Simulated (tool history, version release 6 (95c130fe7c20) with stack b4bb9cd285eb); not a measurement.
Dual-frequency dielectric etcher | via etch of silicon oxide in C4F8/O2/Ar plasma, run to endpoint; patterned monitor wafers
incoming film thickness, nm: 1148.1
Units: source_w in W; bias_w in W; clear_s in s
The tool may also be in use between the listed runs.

{"run": 1, "hour": 0.0, "source_w": 2250, "bias_w": 1975, "clear_s": 232.19}
{"run": 2, "hour": 6.1, "source_w": 2080, "bias_w": 1947, "clear_s": 243.71}
{"run": 3, "hour": 15.1, "source_w": 2080, "bias_w": 2186, "clear_s": 234.1}
{"run": 4, "hour": 18.8, "source_w": 2080, "bias_w": 1982, "clear_s": 241.01}
{"run": 5, "hour": 24.7, "source_w": 1960, "bias_w": 1971, "clear_s": 250.45}
{"run": 6, "hour": 28.9, "source_w": 2140, "bias_w": 1971, "clear_s": 238.56}
{"run": 7, "hour": 31.6, "source_w": 2020, "bias_w": 1962, "clear_s": 245.58}
{"run": 8, "hour": 33.9, "source_w": 1920, "bias_w": 1954, "clear_s": 252.67}
{"run": 9, "hour": 36.8, "source_w": 1850, "bias_w": 1949, "clear_s": 256.41}

Forecast run 10:
{"run": 10, "hour": 44.0, "source_w": 1790, "bias_w": 1944, "clear_s": "?"}

clear_s: 260.82 s
